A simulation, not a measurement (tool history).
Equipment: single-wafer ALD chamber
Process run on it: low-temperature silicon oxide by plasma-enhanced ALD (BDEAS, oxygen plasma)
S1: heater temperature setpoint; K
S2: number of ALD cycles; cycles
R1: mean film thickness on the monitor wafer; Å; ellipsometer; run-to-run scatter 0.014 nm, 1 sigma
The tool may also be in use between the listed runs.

run,hour,S1,S2,R1
1,0,373.15,32,47.87
2,2.4,371.15,34,50.997
3,8.1,371.15,30,45.124
4,13,369.15,33,49.783
5,15.9,369.15,30,45.272
6,18.5,367.15,33,50.248
7,20.4,365.15,34,51.991
8,24.2,364.15,35,53.914

Predict the results of run 9:
9,28.8,363.15,36,?

R1: 55.235 Å

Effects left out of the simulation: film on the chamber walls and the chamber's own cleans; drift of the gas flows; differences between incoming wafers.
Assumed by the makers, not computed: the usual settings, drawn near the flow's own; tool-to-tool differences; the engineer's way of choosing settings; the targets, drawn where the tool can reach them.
